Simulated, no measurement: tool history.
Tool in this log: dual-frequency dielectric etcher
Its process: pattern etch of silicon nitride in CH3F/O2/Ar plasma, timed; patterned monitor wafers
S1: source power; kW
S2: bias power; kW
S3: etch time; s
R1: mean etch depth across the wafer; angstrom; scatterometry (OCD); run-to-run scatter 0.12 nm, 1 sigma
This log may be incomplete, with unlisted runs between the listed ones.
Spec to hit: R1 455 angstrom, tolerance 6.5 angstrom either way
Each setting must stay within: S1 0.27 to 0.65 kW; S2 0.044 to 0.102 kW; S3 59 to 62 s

run 1 day=0 | S1=0.46 S2=0.073 S3=59 | R1=408.92
run 2 day=0.217 | S1=0.46 S2=0.073 S3=59 | R1=410.09
run 3 day=0.546 | S1=0.39 S2=0.073 S3=59 | R1=379.37
run 4 day=0.892 | S1=0.42 S2=0.073 S3=59 | R1=393.01
run 5 day=1.017 | S1=0.42 S2=0.084 S3=59 | R1=418.18
run 6 day=1.279 | S1=0.42 S2=0.084 S3=59 | R1=418.43
run 7 day=1.388 | S1=0.43 S2=0.084 S3=59 | R1=424.74
run 8 day=1.475 | S1=0.44 S2=0.084 S3=59 | R1=427.94
run 9 day=1.8 | S1=0.45 S2=0.084 S3=59 | R1=433.21
run 10 day=2.096 | S1=0.46 S2=0.084 S3=59 | R1=437.47
run 11 day=2.35 | S1=0.47 S2=0.084 S3=59 | R1=438.66
run 12 day=2.683 | S1=0.52 S2=0.085 S3=59 | R1=465.43

Exactly one of the 5 candidate moves below puts every result within its allowed miss. Which one?
run A day=3.017 | S1=0.55 S2=0.088 S3=59 | R1=?
run B day=3.017 | S1=0.49 S2=0.086 S3=61.5 | R1=?
run C day=3.017 | S1=0.51 S2=0.084 S3=61.5 | R1=?
run D day=3.017 | S1=0.5 S2=0.081 S3=60 | R1=?
run E day=3.017 | S1=0.48 S2=0.094 S3=60 | R1=?

move=A R1=482.62
move=B R1=473.27
move=C R1=476.66
move=D R1=453.51
move=E R1=476.21
A: misses by more than the last run did
B: misses by more than the last run did
C: misses by more than the last run did
D: every result lands within tolerance
E: misses by more than the last run did
The right move is D.
